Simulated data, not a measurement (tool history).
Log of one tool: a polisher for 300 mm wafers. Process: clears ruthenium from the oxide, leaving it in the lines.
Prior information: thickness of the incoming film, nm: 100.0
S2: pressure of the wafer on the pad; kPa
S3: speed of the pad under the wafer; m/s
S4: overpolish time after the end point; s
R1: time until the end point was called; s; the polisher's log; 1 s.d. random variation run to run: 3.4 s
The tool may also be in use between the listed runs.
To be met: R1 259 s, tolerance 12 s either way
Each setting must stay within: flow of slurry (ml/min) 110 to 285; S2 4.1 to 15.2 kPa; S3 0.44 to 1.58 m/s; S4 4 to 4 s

{"run": 1, "hour": 0.0, "flow of slurry (ml/min)": 180, "S2": 9.7, "S3": 1, "S4": 4, "R1": 108.64}
{"run": 2, "hour": 8.0, "flow of slurry (ml/min)": 180, "S2": 11, "S3": 1, "S4": 4, "R1": 95.08}
{"run": 3, "hour": 15.4, "flow of slurry (ml/min)": 175, "S2": 9, "S3": 0.9, "S4": 4, "R1": 123.02}
{"run": 4, "hour": 24.4, "flow of slurry (ml/min)": 130, "S2": 9, "S3": 0.9, "S4": 4, "R1": 128.41}
{"run": 5, "hour": 32.2, "flow of slurry (ml/min)": 130, "S2": 7.6, "S3": 0.8, "S4": 4, "R1": 164.96}
{"run": 6, "hour": 34.3, "flow of slurry (ml/min)": 130, "S2": 6.9, "S3": 0.76, "S4": 4, "R1": 185.01}
{"run": 7, "hour": 35.4, "flow of slurry (ml/min)": 130, "S2": 6.2, "S3": 0.74, "S4": 4, "R1": 203.72}
{"run": 8, "hour": 37.3, "flow of slurry (ml/min)": 130, "S2": 6.2, "S3": 0.74, "S4": 4, "R1": 211.27}
{"run": 9, "hour": 46.3, "flow of slurry (ml/min)": 130, "S2": 5.5, "S3": 0.74, "S4": 4, "R1": 230.64}

Which one of the following 5 next-run settings gets every result inside its allowed miss? There is exactly one.
{"run": "A", "hour": 55.3, "flow of slurry (ml/min)": 185, "S2": 7.6, "S3": 0.44, "S4": 4, "R1": "?"}
{"run": "B", "hour": 55.3, "flow of slurry (ml/min)": 115, "S2": 6.9, "S3": 0.66, "S4": 4, "R1": "?"}
{"run": "C", "hour": 55.3, "flow of slurry (ml/min)": 140, "S2": 4.1, "S3": 0.82, "S4": 4, "R1": "?"}
{"run": "D", "hour": 55.3, "flow of slurry (ml/min)": 110, "S2": 5.5, "S3": 0.66, "S4": 4, "R1": "?"}
{"run": "E", "hour": 55.3, "flow of slurry (ml/min)": 165, "S2": 5.5, "S3": 0.7, "S4": 4, "R1": "?"}

move=A R1=224.23
move=B R1=202.18
move=C R1=279.33
move=D R1=251.11
move=E R1=233.29
A: lands further from the targets than the last run did
B: lands further from the targets than the last run did
C: pushes the last run's worst result past its target
D: all results in spec
E: nearer the targets than the last run, but a result is still out of spec
Answer: D
